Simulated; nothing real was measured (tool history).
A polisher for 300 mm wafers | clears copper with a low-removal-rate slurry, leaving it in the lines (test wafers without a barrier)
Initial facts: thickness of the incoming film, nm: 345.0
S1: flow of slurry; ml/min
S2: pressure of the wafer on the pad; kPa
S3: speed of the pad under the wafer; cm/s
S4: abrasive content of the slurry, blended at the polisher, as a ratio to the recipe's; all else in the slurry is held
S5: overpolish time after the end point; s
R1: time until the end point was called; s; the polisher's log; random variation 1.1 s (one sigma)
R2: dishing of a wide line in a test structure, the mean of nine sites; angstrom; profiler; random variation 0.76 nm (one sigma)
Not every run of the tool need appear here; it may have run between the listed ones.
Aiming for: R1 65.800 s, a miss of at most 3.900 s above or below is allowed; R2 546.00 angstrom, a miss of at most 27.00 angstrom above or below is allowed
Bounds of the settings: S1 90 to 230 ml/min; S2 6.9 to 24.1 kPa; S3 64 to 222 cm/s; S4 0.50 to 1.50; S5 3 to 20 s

run 1 day=0.000 | S1=150 S2=15.2 S3=142 S4=1.00 S5=10 | R1=108.680 R2=247.99
run 2 day=0.300 | S1=150 S2=15.2 S3=142 S4=1.00 S5=12 | R1=110.110 R2=283.53
run 3 day=0.483 | S1=150 S2=15.2 S3=142 S4=1.00 S5=9 | R1=113.410 R2=222.96
run 4 day=0.608 | S1=150 S2=15.9 S3=144 S4=1.00 S5=10 | R1=104.000 R2=256.13
run 5 day=0.779 | S1=170 S2=15.9 S3=144 S4=1.00 S5=10 | R1=99.752 R2=262.68
run 6 day=0.962 | S1=165 S2=16.5 S3=144 S4=1.00 S5=10 | R1=97.496 R2=272.43
run 7 day=1.229 | S1=160 S2=17.2 S3=144 S4=1.00 S5=10 | R1=97.074 R2=278.44
run 8 day=1.283 | S1=160 S2=17.9 S3=146 S4=1.00 S5=10 | R1=89.398 R2=299.08
run 9 day=1.321 | S1=155 S2=18.6 S3=146 S4=1.00 S5=10 | R1=86.488 R2=299.34
run 10 day=1.383 | S1=155 S2=19.3 S3=146 S4=1.00 S5=11 | R1=80.985 R2=344.55
run 11 day=1.579 | S1=145 S2=20.7 S3=148 S4=1.00 S5=13 | R1=78.533 R2=427.12
run 12 day=1.683 | S1=150 S2=20.7 S3=148 S4=1.00 S5=13 | R1=78.970 R2=431.24
run 13 day=1.942 | S1=155 S2=20.7 S3=148 S4=1.00 S5=13 | R1=79.835 R2=417.91
run 14 day=2.100 | S1=155 S2=21.4 S3=148 S4=1.00 S5=13 | R1=74.619 R2=440.17
run 15 day=2.179 | S1=160 S2=23.4 S3=150 S4=1.00 S5=14 | R1=66.898 R2=512.50

Exactly one of the 5 candidate moves below puts every result within its allowed miss. Which one?
run A day=2.258 | S1=120 S2=24.1 S3=182 S4=0.60 S5=12 | R1=? R2=?
run B day=2.258 | S1=130 S2=24.1 S3=164 S4=0.80 S5=13 | R1=? R2=?
run C day=2.258 | S1=195 S2=20.0 S3=170 S4=1.20 S5=13 | R1=? R2=?
run D day=2.258 | S1=170 S2=22.1 S3=170 S4=0.85 S5=15 | R1=? R2=?
run E day=2.258 | S1=165 S2=24.1 S3=148 S4=0.90 S5=13 | R1=? R2=?

move=A R1=62.255 R2=467.72
move=B R1=64.441 R2=485.39
move=C R1=64.882 R2=477.14
move=D R1=64.242 R2=542.04
move=E R1=66.908 R2=470.77
A: further off than the last run
B: further off than the last run
C: further off than the last run
D: meets every target
E: further off than the last run
Answer: D
